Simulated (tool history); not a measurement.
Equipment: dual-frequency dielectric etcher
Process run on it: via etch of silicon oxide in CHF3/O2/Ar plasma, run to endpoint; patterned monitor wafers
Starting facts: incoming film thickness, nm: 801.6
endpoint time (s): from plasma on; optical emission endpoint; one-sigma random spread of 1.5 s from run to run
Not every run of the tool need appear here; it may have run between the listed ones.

run,hour,source power (kW),bias power (kW),endpoint time (s)
1,0.0,0.810,0.159,386.23
2,3.2,0.870,0.161,367.37
3,7.6,0.760,0.161,399.61
4,8.4,0.810,0.162,381.00
5,8.9,0.680,0.162,428.16
6,11.8,0.680,0.186,405.75

Run 7 is up next; what results do you expect?
7,18.5,0.730,0.187,?

endpoint time (s): 387.13

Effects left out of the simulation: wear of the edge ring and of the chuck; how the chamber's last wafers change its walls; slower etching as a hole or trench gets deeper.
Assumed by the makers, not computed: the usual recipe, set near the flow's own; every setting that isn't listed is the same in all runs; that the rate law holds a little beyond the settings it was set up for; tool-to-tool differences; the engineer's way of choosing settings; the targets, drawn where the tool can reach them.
